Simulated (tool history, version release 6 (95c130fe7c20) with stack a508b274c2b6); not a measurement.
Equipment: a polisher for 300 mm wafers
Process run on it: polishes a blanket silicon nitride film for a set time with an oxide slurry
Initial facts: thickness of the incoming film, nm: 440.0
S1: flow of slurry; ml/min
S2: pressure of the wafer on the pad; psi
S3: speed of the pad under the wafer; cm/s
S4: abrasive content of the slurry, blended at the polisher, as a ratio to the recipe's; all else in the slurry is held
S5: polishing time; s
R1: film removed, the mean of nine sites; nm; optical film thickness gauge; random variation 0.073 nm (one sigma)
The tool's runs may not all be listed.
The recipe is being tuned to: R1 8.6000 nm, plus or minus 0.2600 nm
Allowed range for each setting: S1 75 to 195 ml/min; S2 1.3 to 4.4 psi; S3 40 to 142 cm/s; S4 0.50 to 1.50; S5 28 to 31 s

Run 1, hour 0.0: S1 125 ml/min, S2 2.8 psi, S3 90 cm/s, S4 1.00, S5 31 s. Result: R1 14.7070 nm.
Run 2, hour 4.1: S1 125 ml/min, S2 3.4 psi, S3 90 cm/s, S4 1.00, S5 31 s. Result: R1 17.7770 nm.
Run 3, hour 5.7: S1 120 ml/min, S2 2.9 psi, S3 90 cm/s, S4 1.00, S5 31 s. Result: R1 15.1740 nm.
Run 4, hour 8.2: S1 120 ml/min, S2 2.9 psi, S3 90 cm/s, S4 0.85, S5 31 s. Result: R1 13.5520 nm.
Run 5, hour 11.3: S1 150 ml/min, S2 2.9 psi, S3 90 cm/s, S4 0.85, S5 31 s. Result: R1 14.3270 nm.
Run 6, hour 17.1: S1 150 ml/min, S2 2.9 psi, S3 90 cm/s, S4 0.85, S5 31 s. Result: R1 14.3390 nm.
Run 7, hour 25.6: S1 115 ml/min, S2 2.1 psi, S3 88 cm/s, S4 0.85, S5 31 s. Result: R1 10.0030 nm.
Run 8, hour 28.3: S1 110 ml/min, S2 2.0 psi, S3 88 cm/s, S4 0.85, S5 31 s. Result: R1 9.3604 nm.

Which single option among these 4 for the next run brings every result within its allowed miss of target? Just one does.
Run A, hour 31.0: S1 115 ml/min, S2 2.1 psi, S3 74 cm/s, S4 0.95, S5 28 s. Result: R1 ?.
Run B, hour 31.0: S1 135 ml/min, S2 2.2 psi, S3 76 cm/s, S4 0.85, S5 31 s. Result: R1 ?.
Run C, hour 31.0: S1 120 ml/min, S2 2.1 psi, S3 86 cm/s, S4 0.95, S5 31 s. Result: R1 ?.
Run D, hour 31.0: S1 125 ml/min, S2 2.1 psi, S3 92 cm/s, S4 0.90, S5 31 s. Result: R1 ?.

move       R1
   A   8.4606
   B   9.6005
   C  10.4000
   D  10.6180
A: hits every target within its allowed miss
B: misses by more than the last run did
C: misses by more than the last run did
D: misses by more than the last run did
So the answer is move A, the one that meets all the targets.
